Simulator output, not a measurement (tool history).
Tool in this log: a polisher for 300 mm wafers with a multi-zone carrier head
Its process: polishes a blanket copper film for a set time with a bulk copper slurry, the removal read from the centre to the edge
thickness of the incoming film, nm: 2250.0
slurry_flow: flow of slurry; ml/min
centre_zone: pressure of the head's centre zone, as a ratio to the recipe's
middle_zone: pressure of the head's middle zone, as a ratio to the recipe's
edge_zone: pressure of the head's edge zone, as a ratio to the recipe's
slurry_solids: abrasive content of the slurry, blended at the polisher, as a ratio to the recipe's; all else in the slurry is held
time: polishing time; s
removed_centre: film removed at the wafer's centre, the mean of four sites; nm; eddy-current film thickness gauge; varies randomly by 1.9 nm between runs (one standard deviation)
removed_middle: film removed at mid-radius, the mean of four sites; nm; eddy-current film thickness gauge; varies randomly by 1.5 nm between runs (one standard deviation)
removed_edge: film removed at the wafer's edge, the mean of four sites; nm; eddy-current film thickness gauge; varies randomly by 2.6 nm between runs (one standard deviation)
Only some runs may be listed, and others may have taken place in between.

| run | hour | slurry_flow | centre_zone | middle_zone | edge_zone | slurry_solids | time | removed_centre | removed_middle | removed_edge |
|---|---|---|---|---|---|---|---|---|---|---|
| 1 | 0 | 215 | 1 | 1 | 1 | 1 | 32 | 313.5 | 314.09 | 323.66 |
| 2 | 1.9 | 210 | 0.97 | 1 | 0.96 | 0.9 | 29 | 263.96 | 274.08 | 286.41 |
| 3 | 8 | 210 | 0.97 | 1 | 0.96 | 0.75 | 29 | 257.6 | 265.53 | 280.74 |
| 4 | 11.2 | 210 | 0.97 | 1 | 0.96 | 0.75 | 24 | 215.13 | 221.49 | 228.54 |
| 5 | 18.2 | 215 | 0.96 | 1.02 | 0.94 | 0.7 | 23 | 198.05 | 213.28 | 216.84 |
| 6 | 19.1 | 215 | 0.96 | 1.03 | 0.92 | 0.65 | 23 | 199.13 | 214.13 | 216.23 |
| 7 | 25.3 | 215 | 0.96 | 1.04 | 0.9 | 0.6 | 22 | 185.05 | 205.57 | 193.77 |
|  | 29.6 | edge zone pressure recalibrated |
| 8 | 29.6 | 210 | 0.95 | 1.04 | 0.9 | 0.6 | 22 | 184.45 | 205.73 | 186.02 |

What does the tool deliver on the next run?
| 9 | 35.8 | 210 | 0.93 | 1.03 | 0.91 | 0.6 | 22 | ? | ? | ? |

{"run 9": {"removed_centre": 179.9, "removed_middle": 204.74, "removed_edge": 189.97}}

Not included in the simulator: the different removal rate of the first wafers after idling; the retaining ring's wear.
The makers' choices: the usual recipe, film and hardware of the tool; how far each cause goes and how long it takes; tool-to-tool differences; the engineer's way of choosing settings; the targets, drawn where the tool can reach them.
